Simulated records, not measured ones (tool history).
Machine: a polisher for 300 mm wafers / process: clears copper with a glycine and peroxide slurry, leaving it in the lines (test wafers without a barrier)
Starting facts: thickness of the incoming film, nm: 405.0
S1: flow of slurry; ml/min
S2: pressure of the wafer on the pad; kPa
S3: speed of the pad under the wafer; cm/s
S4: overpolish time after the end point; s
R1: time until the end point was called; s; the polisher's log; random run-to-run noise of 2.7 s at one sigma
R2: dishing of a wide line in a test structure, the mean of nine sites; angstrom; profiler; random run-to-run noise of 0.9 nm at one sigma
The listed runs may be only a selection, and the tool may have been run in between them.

run,hour,S1,S2,S3,S4,R1,R2
1,0.0,140,20.7,84,18,84.437,453.46
2,5.6,140,20.7,84,24,85.608,551.76
3,9.8,140,24.1,84,24,74.508,566.76
4,12.2,125,24.1,84,24,76.958,562.73
5,13.6,90,24.1,84,24,80.789,537.30
6,22.4,90,22.1,80,24,87.570,516.60
7,24.5,90,20.0,74,24,103.650,484.71
8,33.2,90,18.6,72,24,111.280,462.73
9,35.5,90,17.2,70,24,122.930,450.78

Run 10 is up next; what results do you expect?
10,38.8,90,16.5,70,24,?,?

{"run 10": {"R1": 125.44, "R2": 434.51}}

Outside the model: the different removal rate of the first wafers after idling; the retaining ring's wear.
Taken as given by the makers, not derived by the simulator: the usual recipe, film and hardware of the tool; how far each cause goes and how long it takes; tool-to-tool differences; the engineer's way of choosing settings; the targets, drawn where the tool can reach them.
